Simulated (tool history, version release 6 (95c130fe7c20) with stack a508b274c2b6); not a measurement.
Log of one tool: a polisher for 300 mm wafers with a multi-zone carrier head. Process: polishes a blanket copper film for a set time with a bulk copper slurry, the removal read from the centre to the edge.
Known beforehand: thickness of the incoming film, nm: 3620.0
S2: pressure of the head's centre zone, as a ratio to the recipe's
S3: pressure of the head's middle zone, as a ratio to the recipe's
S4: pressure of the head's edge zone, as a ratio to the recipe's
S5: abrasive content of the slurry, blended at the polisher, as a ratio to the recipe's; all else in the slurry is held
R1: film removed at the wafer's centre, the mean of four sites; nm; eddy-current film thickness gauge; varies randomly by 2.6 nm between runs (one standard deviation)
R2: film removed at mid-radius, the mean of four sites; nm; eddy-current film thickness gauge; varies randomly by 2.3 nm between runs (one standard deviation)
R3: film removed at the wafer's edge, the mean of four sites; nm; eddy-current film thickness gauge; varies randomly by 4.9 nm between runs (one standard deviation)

Run 1, hour 0.0: flow of slurry (ml/min) 290, S2 1.00, S3 1.00, S4 1.00, S5 1.00, polishing time (s) 65. Result: R1 248.41 nm, R2 272.08 nm, R3 273.92 nm.
Run 2, hour 8.6: flow of slurry (ml/min) 300, S2 1.03, S3 0.99, S4 1.01, S5 1.10, polishing time (s) 66. Result: R1 267.42 nm, R2 281.80 nm, R3 290.49 nm.
Run 3, hour 12.6: flow of slurry (ml/min) 300, S2 1.03, S3 0.99, S4 1.01, S5 1.20, polishing time (s) 66. Result: R1 271.11 nm, R2 286.00 nm, R3 292.64 nm.
Run 4, hour 15.7: flow of slurry (ml/min) 300, S2 1.03, S3 0.96, S4 1.01, S5 1.20, polishing time (s) 66. Result: R1 271.48 nm, R2 276.66 nm, R3 294.69 nm.
Run 5, hour 20.0: flow of slurry (ml/min) 310, S2 1.06, S3 0.95, S4 1.00, S5 1.25, polishing time (s) 66. Result: R1 283.27 nm, R2 276.65 nm, R3 294.78 nm.
Run 6, hour 22.5: flow of slurry (ml/min) 310, S2 1.06, S3 0.95, S4 1.00, S5 1.25, polishing time (s) 58. Result: R1 247.15 nm, R2 242.90 nm, R3 255.67 nm.
Run 7, hour 29.3: flow of slurry (ml/min) 320, S2 1.08, S3 0.95, S4 1.00, S5 1.30, polishing time (s) 60. Result: R1 261.54 nm, R2 254.23 nm, R3 265.25 nm.

Forecast run 8:
Run 8, hour 34.0: flow of slurry (ml/min) 320, S2 1.10, S3 0.94, S4 1.00, S5 1.30, polishing time (s) 62. Result: R1 ?, R2 ?, R3 ?.

{"run 8": {"R1": 276.19, "R2": 261.12, "R3": 272.48}}
